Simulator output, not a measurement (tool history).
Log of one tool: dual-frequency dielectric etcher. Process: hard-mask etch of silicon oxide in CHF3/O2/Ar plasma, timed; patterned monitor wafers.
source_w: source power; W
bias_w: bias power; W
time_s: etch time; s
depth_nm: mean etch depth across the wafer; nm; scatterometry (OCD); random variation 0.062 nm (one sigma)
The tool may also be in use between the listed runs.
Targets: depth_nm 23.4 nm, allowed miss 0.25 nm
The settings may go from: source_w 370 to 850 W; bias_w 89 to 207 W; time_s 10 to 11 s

run 1 hour=0 | source_w=610 bias_w=148 time_s=11 | depth_nm=19.709
run 2 hour=5.9 | source_w=610 bias_w=130 time_s=11 | depth_nm=18.954
run 3 hour=7.1 | source_w=610 bias_w=130 time_s=10 | depth_nm=17.246
run 4 hour=11.4 | source_w=650 bias_w=141 time_s=10 | depth_nm=18.351
run 5 hour=14.3 | source_w=650 bias_w=167 time_s=10 | depth_nm=19.325
run 6 hour=22 | source_w=690 bias_w=174 time_s=10 | depth_nm=20.186
run 7 hour=28.5 | source_w=720 bias_w=179 time_s=10 | depth_nm=20.746
run 8 hour=34.5 | source_w=740 bias_w=183 time_s=10 | depth_nm=21.414
run 9 hour=37.9 | source_w=760 bias_w=184 time_s=10 | depth_nm=21.592

4 next moves are on the table. One of them brings every result within its allowed miss. Which?
run A hour=41.3 | source_w=780 bias_w=201 time_s=11 | depth_nm=?
run B hour=41.3 | source_w=780 bias_w=190 time_s=10 | depth_nm=?
run C hour=41.3 | source_w=740 bias_w=183 time_s=11 | depth_nm=?
run D hour=41.3 | source_w=800 bias_w=186 time_s=10 | depth_nm=?

move=A depth_nm=24.854
move=B depth_nm=22.2
move=C depth_nm=23.478
move=D depth_nm=22.346
A: takes the result that was furthest off past its target
B: nearer than the last run, and not there yet
C: meets every target
D: nearer than the last run, and not there yet
Answer: C
